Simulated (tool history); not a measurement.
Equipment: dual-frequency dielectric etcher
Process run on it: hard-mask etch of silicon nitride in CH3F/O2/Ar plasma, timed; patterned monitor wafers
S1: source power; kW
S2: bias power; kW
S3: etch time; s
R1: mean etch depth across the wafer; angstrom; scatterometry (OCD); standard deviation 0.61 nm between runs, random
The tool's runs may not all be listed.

run  hour    S1     S2     S3      R1
  1     0  0.54  0.097    229  2158.1
  2   5.2  0.54  0.097  239.5  2253.3
  3  11.1  0.54  0.097    229    2145
  4  12.3  0.54  0.097    229  2147.7
  5  13.9  0.54  0.085    229  2073.8
  6  14.8  0.62  0.085    229  2213.6
  7  17.9  0.56  0.082    229  2088.1
  8  22.7  0.52   0.08    229  1998.5

For run 9, what comes out?
  9  23.3  0.49  0.079  229   ?

{"run 9": {"R1": 1931.9}}
